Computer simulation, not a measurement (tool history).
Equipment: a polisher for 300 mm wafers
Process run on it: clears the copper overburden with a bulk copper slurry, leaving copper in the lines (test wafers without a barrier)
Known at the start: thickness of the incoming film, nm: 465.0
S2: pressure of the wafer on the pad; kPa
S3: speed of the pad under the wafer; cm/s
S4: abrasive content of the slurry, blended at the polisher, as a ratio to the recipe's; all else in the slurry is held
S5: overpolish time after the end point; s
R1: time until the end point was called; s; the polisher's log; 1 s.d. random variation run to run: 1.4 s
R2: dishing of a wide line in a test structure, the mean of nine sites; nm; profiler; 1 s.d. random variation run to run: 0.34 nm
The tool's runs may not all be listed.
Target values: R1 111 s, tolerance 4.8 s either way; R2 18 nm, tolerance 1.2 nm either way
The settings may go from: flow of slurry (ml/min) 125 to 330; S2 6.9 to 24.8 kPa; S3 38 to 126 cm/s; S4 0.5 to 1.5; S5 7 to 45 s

Run 1, hour 0: flow of slurry (ml/min) 210, S2 15.9 kPa, S3 82 cm/s, S4 1, S5 23 s. Result: R1 87.343 s, R2 50.647 nm.
Run 2, hour 1.4: flow of slurry (ml/min) 235, S2 15.9 kPa, S3 82 cm/s, S4 1, S5 23 s. Result: R1 85.148 s, R2 50.401 nm.
Run 3, hour 6.5: flow of slurry (ml/min) 235, S2 12.4 kPa, S3 82 cm/s, S4 1, S5 23 s. Result: R1 106.82 s, R2 43.143 nm.
Run 4, hour 10.1: flow of slurry (ml/min) 235, S2 12.4 kPa, S3 82 cm/s, S4 1, S5 33 s. Result: R1 107.64 s, R2 52.676 nm.
Run 5, hour 12.8: flow of slurry (ml/min) 235, S2 12.4 kPa, S3 82 cm/s, S4 1, S5 23 s. Result: R1 106.94 s, R2 44.84 nm.
Run 6, hour 21.7: flow of slurry (ml/min) 235, S2 15.9 kPa, S3 82 cm/s, S4 1, S5 23 s. Result: R1 83.722 s, R2 50.45 nm.
Run 7, hour 25.1: flow of slurry (ml/min) 245, S2 14.5 kPa, S3 84 cm/s, S4 1, S5 21 s. Result: R1 90.481 s, R2 47.79 nm.
Run 8, hour 29.6: flow of slurry (ml/min) 185, S2 18.6 kPa, S3 62 cm/s, S4 1.05, S5 10 s. Result: R1 90.74 s, R2 29.121 nm.
Run 9, hour 30.3: flow of slurry (ml/min) 175, S2 18.6 kPa, S3 58 cm/s, S4 1.1, S5 10 s. Result: R1 93.242 s, R2 27.836 nm.
Run 10, hour 33.6: flow of slurry (ml/min) 170, S2 18.6 kPa, S3 56 cm/s, S4 1.15, S5 10 s. Result: R1 94.909 s, R2 27.728 nm.

Which of these 5 next moves meets every target?
Run A, hour 36.9: flow of slurry (ml/min) 195, S2 14.5 kPa, S3 54 cm/s, S4 1.3, S5 15 s. Result: R1 ?, R2 ?.
Run B, hour 36.9: flow of slurry (ml/min) 150, S2 17.2 kPa, S3 52 cm/s, S4 1.15, S5 7 s. Result: R1 ?, R2 ?.
Run C, hour 36.9: flow of slurry (ml/min) 200, S2 15.2 kPa, S3 58 cm/s, S4 1.2, S5 32 s. Result: R1 ?, R2 ?.
Run D, hour 36.9: flow of slurry (ml/min) 155, S2 15.9 kPa, S3 60 cm/s, S4 1.3, S5 36 s. Result: R1 ?, R2 ?.
Run E, hour 36.9: flow of slurry (ml/min) 160, S2 20.7 kPa, S3 66 cm/s, S4 1.15, S5 15 s. Result: R1 ?, R2 ?.

move      R1      R2
   A  117.04    31.7
   B  110.23  18.231
   C  108.71  52.585
   D  103.64  56.823
   E  77.116  43.254
A: misses by more than the last run did
B: every result lands within tolerance
C: misses by more than the last run did
D: misses by more than the last run did
E: misses by more than the last run did
So the answer is move B, the one that meets all the targets.

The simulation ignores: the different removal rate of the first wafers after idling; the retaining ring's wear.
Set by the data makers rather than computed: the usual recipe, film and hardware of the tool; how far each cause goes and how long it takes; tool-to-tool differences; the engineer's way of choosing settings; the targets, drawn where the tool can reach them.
